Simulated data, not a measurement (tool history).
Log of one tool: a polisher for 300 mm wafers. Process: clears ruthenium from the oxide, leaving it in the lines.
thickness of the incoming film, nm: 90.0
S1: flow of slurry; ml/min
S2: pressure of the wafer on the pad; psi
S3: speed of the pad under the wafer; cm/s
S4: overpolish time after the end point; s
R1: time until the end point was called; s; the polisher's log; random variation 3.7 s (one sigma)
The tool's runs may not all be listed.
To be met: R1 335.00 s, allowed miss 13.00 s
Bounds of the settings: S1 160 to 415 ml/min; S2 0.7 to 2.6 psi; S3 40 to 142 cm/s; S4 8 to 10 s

run,hour,S1,S2,S3,S4,R1
1,0.0,265,1.6,90,10,129.52
2,4.4,265,1.6,106,10,109.86
3,5.3,260,1.3,92,10,154.27
4,9.6,325,1.3,92,10,152.46
5,11.5,325,1.1,82,10,202.02
6,13.4,390,1.1,82,10,199.31
7,16.2,390,1.0,76,10,227.98
8,23.5,390,0.9,72,10,268.82
9,31.3,390,0.8,70,10,303.85
10,37.7,385,0.8,70,10,313.76
11,45.3,380,0.8,70,10,312.12
12,46.3,370,0.8,70,10,309.36
13,48.1,365,0.8,70,10,311.35
14,55.5,360,0.8,70,10,311.52

4 next moves are on the table. One of them brings every result within its allowed miss. Which?
A,62.9,390,0.7,68,8,?
B,62.9,370,0.8,58,8,?
C,62.9,390,0.8,64,10,?
D,62.9,365,0.8,58,10,?

move,R1
A,357.84
B,369.10
C,334.62
D,369.48
A: takes the result that was furthest off past its target
B: takes the result that was furthest off past its target
C: meets every target
D: takes the result that was furthest off past its target
Answer: C

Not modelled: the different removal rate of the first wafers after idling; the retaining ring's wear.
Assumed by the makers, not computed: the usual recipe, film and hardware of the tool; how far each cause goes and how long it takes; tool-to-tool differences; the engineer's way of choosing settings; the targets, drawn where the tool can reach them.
